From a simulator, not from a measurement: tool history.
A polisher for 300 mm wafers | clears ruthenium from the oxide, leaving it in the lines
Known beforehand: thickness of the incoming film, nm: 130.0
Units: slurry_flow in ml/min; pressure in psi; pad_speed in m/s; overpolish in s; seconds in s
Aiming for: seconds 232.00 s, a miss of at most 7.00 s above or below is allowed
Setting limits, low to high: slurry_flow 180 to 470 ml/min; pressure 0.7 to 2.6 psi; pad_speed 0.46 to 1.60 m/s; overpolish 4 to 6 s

run 1 hour=0.0 | slurry_flow=300 pressure=1.6 pad_speed=1.02 overpolish=6 | seconds=178.91
run 2 hour=3.9 | slurry_flow=300 pressure=1.6 pad_speed=1.02 overpolish=6 | seconds=173.58
run 3 hour=8.1 | slurry_flow=300 pressure=1.6 pad_speed=1.02 overpolish=6 | seconds=175.15
run 4 hour=13.1 | slurry_flow=300 pressure=1.5 pad_speed=1.02 overpolish=6 | seconds=191.69
run 5 hour=14.0 | slurry_flow=230 pressure=1.5 pad_speed=1.02 overpolish=6 | seconds=192.84
run 6 hour=17.9 | slurry_flow=230 pressure=1.5 pad_speed=1.02 overpolish=4 | seconds=190.98
run 7 hour=19.2 | slurry_flow=230 pressure=1.4 pad_speed=1.02 overpolish=4 | seconds=206.44
run 8 hour=22.1 | slurry_flow=230 pressure=1.3 pad_speed=1.02 overpolish=4 | seconds=221.49
run 9 hour=26.5 | slurry_flow=230 pressure=1.3 pad_speed=1.02 overpolish=4 | seconds=222.51

Of the 4 settings listed for the next run, only one would bring every result within its allowed miss of target. Which one?
run A hour=30.9 | slurry_flow=190 pressure=0.9 pad_speed=1.50 overpolish=6 | seconds=?
run B hour=30.9 | slurry_flow=400 pressure=1.3 pad_speed=1.06 overpolish=4 | seconds=?
run C hour=30.9 | slurry_flow=210 pressure=1.4 pad_speed=1.00 overpolish=4 | seconds=?
run D hour=30.9 | slurry_flow=230 pressure=1.2 pad_speed=1.04 overpolish=5 | seconds=?

move=A seconds=218.99
move=B seconds=206.10
move=C seconds=211.49
move=D seconds=234.70
A: further off than the last run
B: further off than the last run
C: further off than the last run
D: each result inside its tolerance
Go with D: it meets all targets.

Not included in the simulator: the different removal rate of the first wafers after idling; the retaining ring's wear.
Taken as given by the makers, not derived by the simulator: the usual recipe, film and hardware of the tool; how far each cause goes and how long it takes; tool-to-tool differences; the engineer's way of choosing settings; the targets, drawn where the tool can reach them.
